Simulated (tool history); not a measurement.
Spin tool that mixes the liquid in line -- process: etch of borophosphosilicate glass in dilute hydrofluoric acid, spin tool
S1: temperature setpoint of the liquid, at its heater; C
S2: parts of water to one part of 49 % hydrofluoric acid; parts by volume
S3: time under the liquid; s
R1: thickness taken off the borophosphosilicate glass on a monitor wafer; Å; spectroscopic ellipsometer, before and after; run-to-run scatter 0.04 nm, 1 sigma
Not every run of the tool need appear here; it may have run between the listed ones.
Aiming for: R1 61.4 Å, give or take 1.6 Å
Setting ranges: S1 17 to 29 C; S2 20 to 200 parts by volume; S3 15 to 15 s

run  hour    S1   S2  S3      R1
  1     0    21  110  15  42.779
  2   4.5  23.5  110  15  46.363
  3   9.9    25  105  15  52.571
  4  18.2    26  105  15  54.435
  5  25.7    26   80  15   73.91
  6  34.7    26   80  15  73.771
  7  38.4    26   80  15   73.85
  8  42.2  24.5   80  15  69.681
  9  44.1  23.5   80  15  67.773
 10  46.9  20.5   80  15  59.051

5 candidate next runs follow, results not yet known. Just one meets every target within its allowed miss. Identify it.
  A  49.7    19  80  15   ?
  B  49.7    20  85  15   ?
  C  49.7    23  90  15   ?
  D  49.7  21.5  85  15   ?
  E  49.7  21.5  80  15   ?

move      R1
   A  55.418
   B  54.073
   C  57.391
   D  57.521
   E   61.48
A: the biggest miss grows against the last run
B: the biggest miss grows against the last run
C: the biggest miss grows against the last run
D: the biggest miss grows against the last run
E: each result inside its tolerance
Answer: E
